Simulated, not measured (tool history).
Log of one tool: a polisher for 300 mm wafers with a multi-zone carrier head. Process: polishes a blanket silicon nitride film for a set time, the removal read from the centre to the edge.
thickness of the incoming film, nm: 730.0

run,hour,flow of slurry (ml/min),pressure of the head's centre zone,pressure of the head's middle zone,pressure of the head's edge zone,polishing time (s),film removed at the wafer's centre (nm),film removed at mid-radius (nm),film removed at the wafer's edge (nm)
1,0,295,1,1,1,58,107.54,104.77,105.71
2,5.5,295,1,1,1,65,121.6,113.98,119.91
3,13.8,295,1,1,1.04,65,120.57,116.95,121.12
4,20.3,295,0.94,1,1.04,65,112.43,116.38,121.53
5,24.9,295,0.94,1,1.04,75,128.84,135.03,141.91
6,33.9,305,0.95,1.02,1,68,122.13,123.28,121.97
7,35.2,315,0.93,1.01,0.97,64,110.08,116.92,116.02
8,38.8,310,0.94,1.02,0.95,60,106.18,109.94,106.93
9,39.5,310,0.94,1.03,0.93,57,101.59,105.52,100.51
10,40.5,310,0.94,1.03,0.91,54,95.546,99.161,96.646
11,44.6,320,0.95,1.04,0.9,52,91.366,96.519,92.138
12,51.6,315,0.96,1.05,0.88,51,91.002,97.122,87.989

Expected results for the next run?
13,58.2,310,0.96,1.05,0.87,50,?,?,?

Run 13 came out at film removed at the wafer's centre (nm) 87.732, film removed at mid-radius (nm) 92.833, film removed at the wafer's edge (nm) 87.471.
